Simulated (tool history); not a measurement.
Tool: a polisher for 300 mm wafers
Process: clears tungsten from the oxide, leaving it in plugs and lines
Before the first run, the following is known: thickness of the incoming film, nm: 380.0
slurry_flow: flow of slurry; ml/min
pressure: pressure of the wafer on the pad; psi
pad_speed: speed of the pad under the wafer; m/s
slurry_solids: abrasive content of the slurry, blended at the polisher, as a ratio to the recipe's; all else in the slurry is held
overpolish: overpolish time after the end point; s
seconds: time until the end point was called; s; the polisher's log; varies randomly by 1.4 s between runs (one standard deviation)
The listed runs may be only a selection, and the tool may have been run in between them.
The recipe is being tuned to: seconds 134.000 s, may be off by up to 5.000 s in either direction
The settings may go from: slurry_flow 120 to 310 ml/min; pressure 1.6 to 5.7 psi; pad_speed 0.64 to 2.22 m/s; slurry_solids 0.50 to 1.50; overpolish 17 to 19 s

run  hour  slurry_flow  pressure  pad_speed  slurry_solids  overpolish  seconds
  1   0.0          200       3.6       1.42           1.00          17   78.807
  2   3.4          200       3.0       1.40           1.00          17   90.752
  3   9.3          200       2.5       1.36           1.00          17  106.660
  4   9.9          200       1.9       1.36           1.00          17  126.850
  5  10.9          200       1.9       1.66           1.00          17  104.460
  6  14.2          200       1.9       1.66           1.00          17  103.780
  7  19.3          200       1.8       1.58           1.00          17  115.670
  8  20.7          200       1.7       1.54           1.00          17  121.990
  9  27.8          200       1.7       1.54           1.00          17  120.530
 10  31.4          200       1.7       1.50           1.00          17  123.050
 11  35.3          200       1.7       1.48           1.00          17  123.470
 12  39.4          200       1.7       1.46           1.00          17  125.670
 13  43.9          200       1.7       1.44           1.00          17  128.910

4 next moves are on the table. One of them brings every result within its allowed miss. Which?
  A  48.4          175       2.0       1.18           0.95          17        ?
  B  48.4          195       1.7       1.28           1.00          18        ?
  C  48.4          215       1.6       1.30           1.05          17        ?
  D  48.4          235       1.6       1.38           1.05          17        ?

move  seconds
   A  145.890
   B  144.140
   C  142.790
   D  133.610
A: moves the result that the last run missed by most past its target, out the other side
B: moves the result that the last run missed by most past its target, out the other side
C: moves the result that the last run missed by most past its target, out the other side
D: hits every target within its allowed miss
The move that meets every target is D.
